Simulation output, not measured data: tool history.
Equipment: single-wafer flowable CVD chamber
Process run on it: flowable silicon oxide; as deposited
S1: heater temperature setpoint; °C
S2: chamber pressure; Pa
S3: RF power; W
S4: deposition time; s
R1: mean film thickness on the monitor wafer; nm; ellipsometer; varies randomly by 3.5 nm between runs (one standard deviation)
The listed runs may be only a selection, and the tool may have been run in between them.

run,hour,S1,S2,S3,S4,R1
1,0,105,77.2,2395,1116,377.25
2,3.6,105,77.2,2395,1116,376.65
3,4.5,105,77.2,2395,1116,373.46
4,6.7,101,77.2,2395,1116,426.28
5,14.4,98,77.2,2395,1116,470.62
6,22.2,107,77.2,2395,1116,349.71
7,24,103,77.2,2395,1116,401.64
8,26.3,100,77.2,2395,1116,438.68
9,32,97,77.2,2395,1116,482.04

Estimate the outcome of run 10 from the log above:
10,33.5,95,77.2,2395,1116,?

Run 10 yielded R1 511.9 nm.
